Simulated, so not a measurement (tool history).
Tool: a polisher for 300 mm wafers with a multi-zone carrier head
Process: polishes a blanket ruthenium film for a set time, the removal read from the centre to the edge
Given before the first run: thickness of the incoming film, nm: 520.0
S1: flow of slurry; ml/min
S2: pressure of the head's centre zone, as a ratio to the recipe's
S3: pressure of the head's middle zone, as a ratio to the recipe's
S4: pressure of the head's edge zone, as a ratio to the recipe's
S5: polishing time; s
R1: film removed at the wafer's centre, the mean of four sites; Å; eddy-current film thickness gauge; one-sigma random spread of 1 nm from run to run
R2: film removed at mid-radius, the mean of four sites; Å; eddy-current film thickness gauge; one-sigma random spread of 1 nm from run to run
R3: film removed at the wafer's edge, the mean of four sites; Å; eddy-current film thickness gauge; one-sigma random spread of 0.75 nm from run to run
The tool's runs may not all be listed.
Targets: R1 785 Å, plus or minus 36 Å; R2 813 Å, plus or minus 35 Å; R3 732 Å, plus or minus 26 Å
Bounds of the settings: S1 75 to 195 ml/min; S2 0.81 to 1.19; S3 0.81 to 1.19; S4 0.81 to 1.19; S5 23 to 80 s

run,hour,S1,S2,S3,S4,S5,R1,R2,R3
1,0,125,1,1,1,51,449.55,495.88,501.76
2,8.2,125,1,1,1,56,502.14,540.87,546.18
3,13,125,0.92,1,1,56,462.72,533.2,554.17
4,17.2,125,0.92,0.95,1,56,470.36,517.95,555.25
5,24.2,125,0.92,0.89,1,56,461.01,499.79,551.81
# hour 31.9: centre zone pressure recalibrated
6,31.9,135,0.95,0.93,1,58,537.21,541.8,578.43
7,37.9,140,0.95,0.97,1,60,567.56,572.86,597.36
8,39.4,140,0.96,1,1,62,599.9,625.03,612.86

Exactly one of the 4 candidate moves below puts every result within its allowed miss. Which one?
A,40.9,170,0.94,1.15,0.96,69,?,?,?
B,40.9,140,1.07,1.09,0.95,68,?,?,?
C,40.9,195,0.89,1.1,1.01,75,?,?,?
D,40.9,190,1.01,1.07,0.94,73,?,?,?

move,R1,R2,R3
A,669.85,778.07,698.4
B,725.33,708.87,670.82
C,704.47,830.69,784.78
D,775.6,786.35,743.14
A: the furthest-off result lands on target, but another misses its tolerance
B: an improvement on the last run, though not all results are within tolerance
C: the furthest-off result lands on target, but another misses its tolerance
D: all results in spec
The move that meets every target is D.
